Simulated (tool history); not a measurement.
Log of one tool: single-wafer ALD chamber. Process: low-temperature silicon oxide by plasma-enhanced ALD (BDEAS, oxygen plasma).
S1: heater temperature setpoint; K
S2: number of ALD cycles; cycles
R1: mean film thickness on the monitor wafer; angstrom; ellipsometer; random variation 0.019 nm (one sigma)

run 1 hour=0 | S1=393.15 S2=31 | R1=47.736
run 2 hour=6.7 | S1=402.15 S2=31 | R1=46.964
run 3 hour=15.4 | S1=402.15 S2=27 | R1=40.885
run 4 hour=16.4 | S1=394.15 S2=27 | R1=41.51
run 5 hour=17 | S1=403.15 S2=27 | R1=40.643
run 6 hour=25.4 | S1=397.15 S2=27 | R1=41.178
run 7 hour=31.2 | S1=396.15 S2=28 | R1=43.06

Forecast run 8:
run 8 hour=32.3 | S1=394.15 S2=29 | R1=?

R1: 44.467 angstrom
